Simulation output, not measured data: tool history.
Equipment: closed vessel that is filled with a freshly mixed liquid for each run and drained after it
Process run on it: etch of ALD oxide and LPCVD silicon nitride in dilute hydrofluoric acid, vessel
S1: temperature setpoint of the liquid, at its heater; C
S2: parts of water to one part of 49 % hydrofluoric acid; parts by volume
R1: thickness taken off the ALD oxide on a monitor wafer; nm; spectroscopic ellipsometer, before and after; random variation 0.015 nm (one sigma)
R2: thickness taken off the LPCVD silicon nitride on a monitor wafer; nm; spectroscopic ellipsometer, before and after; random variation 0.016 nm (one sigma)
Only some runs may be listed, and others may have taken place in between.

{"run": 1, "day": 0.0, "S1": 25, "S2": 260, "time in the liquid (s)": 155, "R1": 10.69, "R2": 0.31173}
{"run": 2, "day": 0.154, "S1": 27.5, "S2": 260, "time in the liquid (s)": 155, "R1": 11.765, "R2": 0.3028}
{"run": 3, "day": 0.242, "S1": 27.5, "S2": 210, "time in the liquid (s)": 155, "R1": 15.346, "R2": 0.49047}
{"run": 4, "day": 0.304, "S1": 27.5, "S2": 210, "time in the liquid (s)": 205, "R1": 20.269, "R2": 0.62802}
{"run": 5, "day": 0.412, "S1": 25, "S2": 255, "time in the liquid (s)": 205, "R1": 14.521, "R2": 0.37458}
{"run": 6, "day": 0.504, "S1": 23.5, "S2": 285, "time in the liquid (s)": 205, "R1": 11.991, "R2": 0.27166}
{"run": 7, "day": 0.625, "S1": 20.5, "S2": 390, "time in the liquid (s)": 205, "R1": 7.1677, "R2": 0.19964}
{"run": 8, "day": 0.758, "S1": 20, "S2": 405, "time in the liquid (s)": 205, "R1": 6.7077, "R2": 0.17535}

Run 9 has not been measured yet. What should we expect?
{"run": 9, "day": 0.967, "S1": 19.5, "S2": 415, "time in the liquid (s)": 205, "R1": "?", "R2": "?"}

R1: 6.3798 nm
R2: 0.19987 nm

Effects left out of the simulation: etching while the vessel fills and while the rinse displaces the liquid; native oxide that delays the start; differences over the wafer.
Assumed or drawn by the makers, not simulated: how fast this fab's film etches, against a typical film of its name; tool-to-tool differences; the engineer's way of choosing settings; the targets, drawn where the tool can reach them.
